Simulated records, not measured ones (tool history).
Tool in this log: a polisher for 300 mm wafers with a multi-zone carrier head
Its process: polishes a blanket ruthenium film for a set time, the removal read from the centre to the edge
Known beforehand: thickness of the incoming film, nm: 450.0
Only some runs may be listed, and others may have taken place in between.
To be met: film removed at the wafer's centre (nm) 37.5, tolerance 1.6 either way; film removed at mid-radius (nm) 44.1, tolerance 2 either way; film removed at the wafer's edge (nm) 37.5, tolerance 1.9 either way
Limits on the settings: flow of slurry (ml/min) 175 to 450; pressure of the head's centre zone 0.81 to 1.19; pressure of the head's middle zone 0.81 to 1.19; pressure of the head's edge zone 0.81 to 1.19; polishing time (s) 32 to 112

run	hour	flow of slurry (ml/min)	pressure of the head's centre zone	pressure of the head's middle zone	pressure of the head's edge zone	polishing time (s)	film removed at the wafer's centre (nm)	film removed at mid-radius (nm)	film removed at the wafer's edge (nm)
1	0	290	1	1	1	72	50.084	51.682	52.971
2	8.9	295	0.99	1.04	0.95	65	45.411	48.759	45.923
3	12.9	295	1.05	1.04	0.95	65	47.059	48.616	45.984
4	16.6	295	1.05	0.97	0.95	65	47.53	45.52	45.001
5	23.8	295	1	1	0.91	62	44.445	45.924	42.597
6	27.4	295	0.96	1.01	0.89	59	39.285	43.78	40.768
7	29.9	295	0.96	1.02	0.86	58	39.827	42.969	38.985
# hour 31: centre zone pressure recalibrated
8	31	295	0.96	1.02	0.86	58	41.227	43.205	39.611
9	36.6	300	0.94	1.05	0.85	57	39.944	43.839	37.91

Exercise: of the 5 proposed moves below, exactly one satisfies all targets within the stated allowed misses. Which move is it?
A	42.2	335	0.87	1.08	0.82	56	?	?	?
B	42.2	290	1.13	1.04	0.81	53	?	?	?
C	42.2	400	1.06	1.1	0.81	55	?	?	?
D	42.2	290	1.08	1.07	0.81	52	?	?	?
E	42.2	270	0.98	0.99	0.81	58	?	?	?

move	film removed at the wafer's centre (nm)	film removed at mid-radius (nm)	film removed at the wafer's edge (nm)
A	36.909	44.177	36.979
B	42.487	39.853	34.438
C	43.235	44.708	36.54
D	40.16	40.067	33.775
E	40.971	41.514	37.475
A: hits every target within its allowed miss
B: the biggest miss grows against the last run
C: the biggest miss grows against the last run
D: the biggest miss grows against the last run
E: the biggest miss grows against the last run
The move that meets every target is A.
